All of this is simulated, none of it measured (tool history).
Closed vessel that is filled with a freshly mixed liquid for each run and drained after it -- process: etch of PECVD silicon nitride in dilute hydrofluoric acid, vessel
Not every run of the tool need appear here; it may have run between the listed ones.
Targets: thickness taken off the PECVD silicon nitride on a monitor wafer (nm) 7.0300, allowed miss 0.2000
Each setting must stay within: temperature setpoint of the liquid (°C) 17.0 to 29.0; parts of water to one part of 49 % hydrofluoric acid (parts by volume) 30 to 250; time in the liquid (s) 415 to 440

run	hour	temperature setpoint of the liquid (°C)	parts of water to one part of 49 % hydrofluoric acid (parts by volume)	time in the liquid (s)	thickness taken off the PECVD silicon nitride on a monitor wafer (nm)
1	0.0	21.0	140	415	9.3972
2	4.3	21.0	140	440	10.0080
3	4.9	21.0	140	440	10.0160
4	8.6	20.0	145	440	8.9780
5	11.3	19.5	145	440	8.7872
6	19.8	19.0	145	440	8.3763
7	25.3	18.5	145	440	8.1687
8	28.9	18.0	145	440	7.8818
9	33.0	17.5	150	440	7.3932

Which of these 5 next moves meets every target?
A	37.1	19.5	155	415	?
B	37.1	18.0	140	435	?
C	37.1	18.5	160	415	?
D	37.1	18.0	135	415	?
E	37.1	17.5	140	430	?

move	thickness taken off the PECVD silicon nitride on a monitor wafer (nm)
A	7.6872
B	8.0140
C	6.9622
D	7.9174
E	7.6507
A: moves away from the targets compared with the last run
B: moves away from the targets compared with the last run
C: meets every target
D: moves away from the targets compared with the last run
E: moves away from the targets compared with the last run
The right move is C.
